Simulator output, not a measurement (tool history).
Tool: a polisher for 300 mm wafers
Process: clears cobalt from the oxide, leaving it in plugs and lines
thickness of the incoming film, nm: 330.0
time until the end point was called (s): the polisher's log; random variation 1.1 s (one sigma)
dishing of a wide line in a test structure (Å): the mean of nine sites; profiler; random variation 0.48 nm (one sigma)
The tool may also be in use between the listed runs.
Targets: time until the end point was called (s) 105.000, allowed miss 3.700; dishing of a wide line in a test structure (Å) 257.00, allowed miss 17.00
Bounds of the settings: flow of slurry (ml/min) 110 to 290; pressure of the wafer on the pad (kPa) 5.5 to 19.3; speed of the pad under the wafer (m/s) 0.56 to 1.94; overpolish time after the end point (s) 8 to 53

run	hour	flow of slurry (ml/min)	pressure of the wafer on the pad (kPa)	speed of the pad under the wafer (m/s)	overpolish time after the end point (s)	time until the end point was called (s)	dishing of a wide line in a test structure (Å)
1	0.0	185	12.4	1.24	27	66.362	254.51
2	7.0	165	12.4	1.24	27	67.664	264.86
3	12.2	170	11.0	1.24	27	72.151	251.24
4	15.9	155	10.3	1.20	31	79.592	256.14
5	19.2	155	10.3	1.20	40	80.016	263.55
6	22.8	190	10.3	1.20	40	76.685	256.60
7	25.9	190	10.3	1.20	40	76.032	263.57
8	30.2	180	9.7	1.20	41	81.040	251.00
9	36.6	165	9.0	1.18	44	88.452	262.75
10	45.1	160	8.3	1.18	43	92.233	264.69
11	53.8	180	6.2	1.14	30	109.220	252.61
12	55.9	180	6.2	1.14	31	108.090	245.61
13	63.7	190	6.9	1.14	21	102.340	239.24

Which of these 5 next moves meets every target?
A	71.5	240	6.9	1.14	13	?	?
B	71.5	145	7.6	1.10	28	?	?
C	71.5	145	7.6	1.22	28	?	?
D	71.5	185	7.6	1.14	30	?	?
E	71.5	140	6.2	1.34	28	?	?

move	time until the end point was called (s)	dishing of a wide line in a test structure (Å)
A	100.070	209.09
B	106.310	253.64
C	96.170	256.37
D	98.350	257.91
E	98.469	255.76
A: further off than the last run
B: meets every target
C: brings the result that was furthest off to its target, and leaves another outside
D: brings the result that was furthest off to its target, and leaves another outside
E: brings the result that was furthest off to its target, and leaves another outside
Answer: B
